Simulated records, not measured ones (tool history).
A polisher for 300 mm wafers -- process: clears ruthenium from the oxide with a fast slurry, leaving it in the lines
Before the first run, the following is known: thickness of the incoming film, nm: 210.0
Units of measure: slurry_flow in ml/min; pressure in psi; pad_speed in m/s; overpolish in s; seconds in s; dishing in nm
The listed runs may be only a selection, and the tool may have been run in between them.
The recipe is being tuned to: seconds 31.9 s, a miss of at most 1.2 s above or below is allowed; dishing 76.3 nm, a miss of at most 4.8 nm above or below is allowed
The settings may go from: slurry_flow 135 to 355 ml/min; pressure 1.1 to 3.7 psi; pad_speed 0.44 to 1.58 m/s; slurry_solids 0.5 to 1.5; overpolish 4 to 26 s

run,hour,slurry_flow,pressure,pad_speed,slurry_solids,overpolish,seconds,dishing
1,0,225,2.4,1,1,13,61.005,36.494
2,1.3,225,2.4,1,1,19,60.577,47.383
3,5.9,225,2.4,1,1,22,60.967,53.414
4,6.7,230,2.8,1.02,1,21,51.094,59.245
5,7.8,230,2.8,1.02,1,25,51.643,64.666
6,8.7,230,3,1.06,1,24,46.582,67.721
7,14.6,235,3.2,1.1,1,23,41.361,68.653
8,17.7,235,3.3,1.12,1,23,40.33,71.38
9,19,235,3.4,1.16,1,22,37.263,71.212
10,20.6,235,3.5,1.18,1,22,35.412,73.435
11,22.7,235,3.6,1.2,1,22,34.141,73.767
12,31.7,240,3.6,1.2,1,22,34.407,72.917
13,37.6,240,3.6,1.22,1,22,33.03,72.873

Which of these 5 next moves meets every target?
A,43.5,185,3.6,1.22,1.25,22,?,?
B,43.5,180,3.7,1.4,0.95,20,?,?
C,43.5,220,3.5,1.34,0.8,21,?,?
D,43.5,235,3.3,1.26,0.9,20,?,?
E,43.5,285,2.9,1.38,1.1,22,?,?

move,seconds,dishing
A,31.846,75.812
B,29.681,74.973
C,33.531,72.459
D,36.017,68.202
E,34.329,73.256
A: each result inside its tolerance
B: takes the biggest miss from the last run beyond its target
C: the biggest miss grows against the last run
D: the biggest miss grows against the last run
E: the biggest miss grows against the last run
So the answer is move A, the one that meets all the targets.

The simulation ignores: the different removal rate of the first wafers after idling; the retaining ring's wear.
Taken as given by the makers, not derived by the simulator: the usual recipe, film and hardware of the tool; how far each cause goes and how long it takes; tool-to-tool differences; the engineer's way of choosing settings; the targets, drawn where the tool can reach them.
